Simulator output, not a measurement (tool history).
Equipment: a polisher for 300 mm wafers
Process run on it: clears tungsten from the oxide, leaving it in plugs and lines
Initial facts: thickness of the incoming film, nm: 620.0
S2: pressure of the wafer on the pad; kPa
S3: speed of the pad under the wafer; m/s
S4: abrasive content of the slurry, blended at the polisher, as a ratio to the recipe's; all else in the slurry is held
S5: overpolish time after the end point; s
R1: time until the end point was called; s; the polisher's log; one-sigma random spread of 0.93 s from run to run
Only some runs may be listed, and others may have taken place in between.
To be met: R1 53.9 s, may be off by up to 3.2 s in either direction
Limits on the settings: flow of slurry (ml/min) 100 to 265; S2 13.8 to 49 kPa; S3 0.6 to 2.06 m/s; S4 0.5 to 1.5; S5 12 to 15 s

{"run": 1, "hour": 0.0, "flow of slurry (ml/min)": 170, "S2": 31, "S3": 1.32, "S4": 1, "S5": 15, "R1": 89.927}
{"run": 2, "hour": 3.1, "flow of slurry (ml/min)": 170, "S2": 31, "S3": 1.32, "S4": 1.2, "S5": 15, "R1": 85.488}
{"run": 3, "hour": 8.7, "flow of slurry (ml/min)": 170, "S2": 31, "S3": 1.32, "S4": 1.2, "S5": 15, "R1": 87.641}
{"run": 4, "hour": 10.5, "flow of slurry (ml/min)": 170, "S2": 35.9, "S3": 1.34, "S4": 1.2, "S5": 15, "R1": 75.601}
{"run": 5, "hour": 18.7, "flow of slurry (ml/min)": 170, "S2": 35.9, "S3": 1.34, "S4": 1.35, "S5": 15, "R1": 72.96}
{"run": 6, "hour": 25.4, "flow of slurry (ml/min)": 170, "S2": 35.9, "S3": 1.34, "S4": 1.2, "S5": 15, "R1": 77.14}
{"run": 7, "hour": 32.3, "flow of slurry (ml/min)": 170, "S2": 40, "S3": 1.38, "S4": 1.2, "S5": 15, "R1": 68.55}
{"run": 8, "hour": 33.1, "flow of slurry (ml/min)": 170, "S2": 42.7, "S3": 1.42, "S4": 1.2, "S5": 15, "R1": 59.33}
{"run": 9, "hour": 38.7, "flow of slurry (ml/min)": 170, "S2": 44.1, "S3": 1.42, "S4": 1.2, "S5": 15, "R1": 60.5}
{"run": 10, "hour": 44.9, "flow of slurry (ml/min)": 170, "S2": 45.5, "S3": 1.44, "S4": 1.2, "S5": 15, "R1": 57.999}
{"run": 11, "hour": 46.5, "flow of slurry (ml/min)": 170, "S2": 46.2, "S3": 1.44, "S4": 1.2, "S5": 15, "R1": 57.102}

4 next moves are on the table. One of them brings every result within its allowed miss. Which?
{"run": "A", "hour": 48.1, "flow of slurry (ml/min)": 230, "S2": 49, "S3": 1.14, "S4": 1.3, "S5": 13, "R1": "?"}
{"run": "B", "hour": 48.1, "flow of slurry (ml/min)": 175, "S2": 40.7, "S3": 1.56, "S4": 1.1, "S5": 12, "R1": "?"}
{"run": "C", "hour": 48.1, "flow of slurry (ml/min)": 180, "S2": 46.2, "S3": 1.38, "S4": 1.05, "S5": 12, "R1": "?"}
{"run": "D", "hour": 48.1, "flow of slurry (ml/min)": 145, "S2": 47.6, "S3": 1.56, "S4": 1.1, "S5": 15, "R1": "?"}

move=A R1=63.656
move=B R1=58.99
move=C R1=60.14
move=D R1=53.169
A: its largest miss is bigger than the last run's
B: its largest miss is bigger than the last run's
C: its largest miss is bigger than the last run's
D: every result within its allowed miss
So the answer is move D, the one that meets all the targets.
